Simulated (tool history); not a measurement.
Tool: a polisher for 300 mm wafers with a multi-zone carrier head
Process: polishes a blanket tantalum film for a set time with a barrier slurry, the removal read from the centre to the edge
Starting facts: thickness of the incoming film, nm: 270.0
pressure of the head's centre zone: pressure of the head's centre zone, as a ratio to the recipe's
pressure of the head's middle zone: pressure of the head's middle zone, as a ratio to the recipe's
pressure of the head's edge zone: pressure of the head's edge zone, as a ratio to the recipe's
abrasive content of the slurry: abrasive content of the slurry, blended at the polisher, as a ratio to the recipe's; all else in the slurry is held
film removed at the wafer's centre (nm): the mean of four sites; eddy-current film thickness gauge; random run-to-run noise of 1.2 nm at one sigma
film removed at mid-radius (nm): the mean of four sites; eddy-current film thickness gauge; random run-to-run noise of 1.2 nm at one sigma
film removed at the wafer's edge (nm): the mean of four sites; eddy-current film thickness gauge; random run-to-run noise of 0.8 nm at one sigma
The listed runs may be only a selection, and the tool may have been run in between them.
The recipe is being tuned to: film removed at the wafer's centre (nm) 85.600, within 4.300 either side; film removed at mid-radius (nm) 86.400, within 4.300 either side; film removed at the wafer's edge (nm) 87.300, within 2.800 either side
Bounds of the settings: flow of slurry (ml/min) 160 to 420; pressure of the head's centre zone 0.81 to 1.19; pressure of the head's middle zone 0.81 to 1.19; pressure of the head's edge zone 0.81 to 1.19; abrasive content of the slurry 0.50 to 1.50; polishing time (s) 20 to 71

run  hour  flow of slurry (ml/min)  pressure of the head's centre zone  pressure of the head's middle zone  pressure of the head's edge zone  abrasive content of the slurry  polishing time (s)  film removed at the wafer's centre (nm)  film removed at mid-radius (nm)  film removed at the wafer's edge (nm)
  1   0.0                      270                                1.00                                1.00                              1.00                            1.00                  45                                  115.470                          116.450                                111.940
  2   2.1                      270                                1.00                                1.00                              1.00                            0.90                  45                                  111.540                          111.170                                110.460
  3  11.0                      270                                1.00                                1.00                              0.99                            0.85                  45                                  112.660                          109.700                                107.270
  4  16.7                      270                                0.98                                0.99                              0.98                            0.80                  45                                  107.670                          109.750                                105.880
  5  18.8                      305                                0.98                                0.99                              0.98                            0.80                  45                                  108.180                          110.320                                106.730
  6  27.8                      350                                0.98                                0.99                              0.98                            0.80                  45                                  110.730                          113.230                                107.810
  7  30.2                      345                                0.97                                0.98                              0.97                            0.75                  45                                  109.980                          108.050                                106.690
  8  34.9                      345                                0.96                                0.98                              0.96                            0.70                  45                                  104.240                          105.870                                103.930
  9  39.8                      345                                0.96                                0.98                              0.95                            0.70                  45                                  103.950                          109.040                                103.980
 10  41.2                      345                                0.96                                0.98                              0.95                            0.70                  45                                  104.810                          107.240                                103.230
 11  48.8                      345                                0.95                                0.97                              0.94                            0.70                  45                                  104.120                          105.840                                104.110
 12  54.7                      340                                0.94                                0.95                              0.91                            0.60                  42                                   95.055                           92.495                                 93.272
 13  59.0                      340                                0.93                                0.95                              0.90                            0.60                  42                                   92.514                           94.901                                 92.291
 14  62.1                      340                                0.93                                0.94                              0.90                            0.60                  42                                   91.339                           93.613                                 91.870
 15  67.9                      340                                0.93                                0.93                              0.90                            0.60                  42                                   92.368                           93.281                                 92.547

Pick the move, out of 4, that brings all results within their allowed miss; only one does.
  A  73.7                      415                                0.87                                0.87                              0.84                            0.50                  42                                        ?                                ?                                      ?
  B  73.7                      240                                0.81                                0.93                              0.92                            0.55                  41                                        ?                                ?                                      ?
  C  73.7                      390                                0.81                                0.92                              0.93                            0.65                  38                                        ?                                ?                                      ?
  D  73.7                      360                                0.93                                0.81                              1.11                            0.50                  40                                        ?                                ?                                      ?

move  film removed at the wafer's centre (nm)  film removed at mid-radius (nm)  film removed at the wafer's edge (nm)
   A                                   82.446                           87.199                                 86.438
   B                                   71.938                           86.887                                 85.934
   C                                   72.905                           86.828                                 86.085
   D                                   82.927                           77.399                                 93.246
A: all results in spec
B: brings the result that was furthest off to its target, and leaves another outside
C: brings the result that was furthest off to its target, and leaves another outside
D: its largest miss is bigger than the last run's
So the answer is move A, the one that meets all the targets.
